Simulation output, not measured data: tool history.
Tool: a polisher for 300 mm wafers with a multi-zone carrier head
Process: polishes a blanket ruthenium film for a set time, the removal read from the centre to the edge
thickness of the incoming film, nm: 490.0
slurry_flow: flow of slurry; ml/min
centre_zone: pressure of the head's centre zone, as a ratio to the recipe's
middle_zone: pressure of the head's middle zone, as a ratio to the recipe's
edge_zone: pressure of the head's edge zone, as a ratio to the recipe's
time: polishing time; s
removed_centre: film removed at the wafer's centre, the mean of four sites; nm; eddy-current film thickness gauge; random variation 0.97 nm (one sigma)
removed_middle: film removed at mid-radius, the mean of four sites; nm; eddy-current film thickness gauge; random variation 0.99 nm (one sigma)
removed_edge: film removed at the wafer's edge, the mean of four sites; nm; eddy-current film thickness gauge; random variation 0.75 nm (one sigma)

run 1 hour=0.0 | slurry_flow=265 centre_zone=1.00 middle_zone=1.00 edge_zone=1.00 time=45 | removed_centre=53.417 removed_middle=55.233 removed_edge=53.180
run 2 hour=7.1 | slurry_flow=265 centre_zone=1.06 middle_zone=1.00 edge_zone=1.00 time=45 | removed_centre=57.577 removed_middle=55.468 removed_edge=53.434
run 3 hour=14.0 | slurry_flow=265 centre_zone=1.06 middle_zone=1.00 edge_zone=1.00 time=40 | removed_centre=50.895 removed_middle=47.788 removed_edge=46.999
run 4 hour=17.5 | slurry_flow=265 centre_zone=1.06 middle_zone=1.00 edge_zone=1.00 time=46 | removed_centre=59.330 removed_middle=55.960 removed_edge=55.836
run 5 hour=26.3 | slurry_flow=265 centre_zone=1.12 middle_zone=1.00 edge_zone=1.00 time=46 | removed_centre=62.949 removed_middle=55.950 removed_edge=55.500
run 6 hour=27.8 | slurry_flow=265 centre_zone=1.09 middle_zone=1.03 edge_zone=1.04 time=48 | removed_centre=62.901 removed_middle=58.821 removed_edge=57.126
run 7 hour=36.8 | slurry_flow=265 centre_zone=1.05 middle_zone=1.03 edge_zone=1.04 time=50 | removed_centre=64.119 removed_middle=60.664 removed_edge=59.452
run 8 hour=43.7 | slurry_flow=265 centre_zone=1.01 middle_zone=1.02 edge_zone=1.02 time=52 | removed_centre=61.620 removed_middle=64.174 removed_edge=62.548
run 9 hour=50.1 | slurry_flow=270 centre_zone=1.01 middle_zone=1.02 edge_zone=1.02 time=53 | removed_centre=64.970 removed_middle=65.468 removed_edge=63.028
run 10 hour=53.9 | slurry_flow=265 centre_zone=0.99 middle_zone=1.02 edge_zone=1.02 time=54 | removed_centre=64.186 removed_middle=65.784 removed_edge=66.222

The next listed run, before its measurement:
run 11 hour=59.7 | slurry_flow=270 centre_zone=0.98 middle_zone=1.03 edge_zone=1.01 time=55 | removed_centre=? removed_middle=? removed_edge=?

removed_centre: 66.258 nm
removed_middle: 69.523 nm
removed_edge: 65.346 nm
